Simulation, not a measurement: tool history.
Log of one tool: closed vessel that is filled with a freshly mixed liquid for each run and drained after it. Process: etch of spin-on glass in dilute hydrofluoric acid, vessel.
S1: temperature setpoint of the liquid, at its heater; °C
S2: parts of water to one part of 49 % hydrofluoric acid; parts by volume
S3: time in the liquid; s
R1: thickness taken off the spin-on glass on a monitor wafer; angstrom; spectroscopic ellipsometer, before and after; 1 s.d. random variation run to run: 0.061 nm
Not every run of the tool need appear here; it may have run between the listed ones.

Run 1, hour 0: S1 25 °C, S2 190 parts by volume, S3 100 s. Result: R1 162.67 angstrom.
Run 2, hour 4.8: S1 28.5 °C, S2 190 parts by volume, S3 100 s. Result: R1 184.76 angstrom.
Run 3, hour 6.6: S1 28.5 °C, S2 165 parts by volume, S3 100 s. Result: R1 217.84 angstrom.
Run 4, hour 10.8: S1 28.5 °C, S2 105 parts by volume, S3 100 s. Result: R1 369.6 angstrom.
Run 5, hour 17.2: S1 25 °C, S2 125 parts by volume, S3 100 s. Result: R1 267.04 angstrom.
Run 6, hour 20.7: S1 28.5 °C, S2 125 parts by volume, S3 100 s. Result: R1 306.5 angstrom.
Run 7, hour 28.2: S1 25 °C, S2 135 parts by volume, S3 100 s. Result: R1 245.03 angstrom.

Run 8, settings as shown, results not yet in. Your forecast:
Run 8, hour 30.1: S1 22.5 °C, S2 145 parts by volume, S3 100 s. Result: R1 ?.

Run 8 gave R1 203.23 angstrom.

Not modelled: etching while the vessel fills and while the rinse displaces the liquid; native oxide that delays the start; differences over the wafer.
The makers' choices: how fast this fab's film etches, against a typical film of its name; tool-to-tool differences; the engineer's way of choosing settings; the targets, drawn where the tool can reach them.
